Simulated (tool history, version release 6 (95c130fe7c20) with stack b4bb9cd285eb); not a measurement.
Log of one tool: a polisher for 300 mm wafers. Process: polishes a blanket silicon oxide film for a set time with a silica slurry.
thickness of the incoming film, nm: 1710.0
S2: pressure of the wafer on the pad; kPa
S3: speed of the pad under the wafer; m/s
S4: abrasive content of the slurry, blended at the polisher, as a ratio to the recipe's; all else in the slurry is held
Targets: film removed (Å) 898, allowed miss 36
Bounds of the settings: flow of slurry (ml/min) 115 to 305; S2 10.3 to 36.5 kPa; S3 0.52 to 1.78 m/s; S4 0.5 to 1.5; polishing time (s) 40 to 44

run 1 hour=0 | flow_of_slurry_(ml/min)=195 S2=23.4 S3=1.14 S4=1 polishing_time_(s)=44 | film_removed_(Å)=1176.1
run 2 hour=1.8 | flow_of_slurry_(ml/min)=195 S2=23.4 S3=1.4 S4=1 polishing_time_(s)=44 | film_removed_(Å)=1349.6
run 3 hour=7.7 | flow_of_slurry_(ml/min)=195 S2=23.4 S3=1.56 S4=1 polishing_time_(s)=44 | film_removed_(Å)=1491.2
run 4 hour=12.1 | flow_of_slurry_(ml/min)=180 S2=23.4 S3=1.56 S4=1 polishing_time_(s)=44 | film_removed_(Å)=1472.4
run 5 hour=14 | flow_of_slurry_(ml/min)=180 S2=20.7 S3=1.54 S4=1 polishing_time_(s)=44 | film_removed_(Å)=1282.2
run 6 hour=18.7 | flow_of_slurry_(ml/min)=180 S2=20.7 S3=1.78 S4=1 polishing_time_(s)=44 | film_removed_(Å)=1479.9
run 7 hour=23.1 | flow_of_slurry_(ml/min)=180 S2=17.9 S3=1.76 S4=1 polishing_time_(s)=44 | film_removed_(Å)=1258.9
run 8 hour=29.5 | flow_of_slurry_(ml/min)=180 S2=15.9 S3=1.76 S4=1 polishing_time_(s)=44 | film_removed_(Å)=1131.3
run 9 hour=30.2 | flow_of_slurry_(ml/min)=175 S2=10.3 S3=1.74 S4=1 polishing_time_(s)=44 | film_removed_(Å)=742.6
run 10 hour=31 | flow_of_slurry_(ml/min)=185 S2=11 S3=1.74 S4=1 polishing_time_(s)=44 | film_removed_(Å)=793.05
run 11 hour=38.1 | flow_of_slurry_(ml/min)=185 S2=11.7 S3=1.74 S4=1 polishing_time_(s)=44 | film_removed_(Å)=818.88

Which of these 4 next moves meets every target?
run A hour=45.2 | flow_of_slurry_(ml/min)=175 S2=15.2 S3=1.52 S4=1.05 polishing_time_(s)=44 | film_removed_(Å)=?
run B hour=45.2 | flow_of_slurry_(ml/min)=205 S2=12.4 S3=1.74 S4=0.95 polishing_time_(s)=42 | film_removed_(Å)=?
run C hour=45.2 | flow_of_slurry_(ml/min)=220 S2=11.7 S3=1.76 S4=1.25 polishing_time_(s)=44 | film_removed_(Å)=?
run D hour=45.2 | flow_of_slurry_(ml/min)=215 S2=17.2 S3=1.62 S4=0.75 polishing_time_(s)=40 | film_removed_(Å)=?

move=A film_removed_(Å)=965.77
move=B film_removed_(Å)=828.12
move=C film_removed_(Å)=951.91
move=D film_removed_(Å)=899.58
A: takes the result that was furthest off past its target
B: nearer than the last run, and not there yet
C: takes the result that was furthest off past its target
D: meets every target
Answer: D

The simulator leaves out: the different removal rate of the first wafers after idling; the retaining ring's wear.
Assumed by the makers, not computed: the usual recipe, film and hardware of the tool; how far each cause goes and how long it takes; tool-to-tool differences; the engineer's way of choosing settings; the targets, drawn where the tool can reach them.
